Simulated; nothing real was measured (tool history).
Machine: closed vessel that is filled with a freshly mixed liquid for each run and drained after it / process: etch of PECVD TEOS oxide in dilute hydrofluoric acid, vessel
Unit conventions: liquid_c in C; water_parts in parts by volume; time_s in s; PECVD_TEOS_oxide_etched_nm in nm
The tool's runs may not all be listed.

run	day	liquid_c	water_parts	time_s	PECVD_TEOS_oxide_etched_nm
1	0.000	20.0	225	390	15.1690
2	0.300	20.0	190	390	18.8050
3	0.362	19.5	230	390	14.6930
4	0.658	21.5	230	390	15.7530
5	0.958	21.5	230	255	10.2730
6	1.125	23.5	230	255	11.2260
7	1.325	24.0	250	255	10.2780
8	1.542	24.0	270	255	9.2514
9	1.650	24.0	285	255	8.6747
10	1.871	24.5	300	255	8.3219

What does the tool deliver on the next run?
11	2.192	20.5	305	255	?

{"run 11": {"PECVD_TEOS_oxide_etched_nm": 6.9172}}
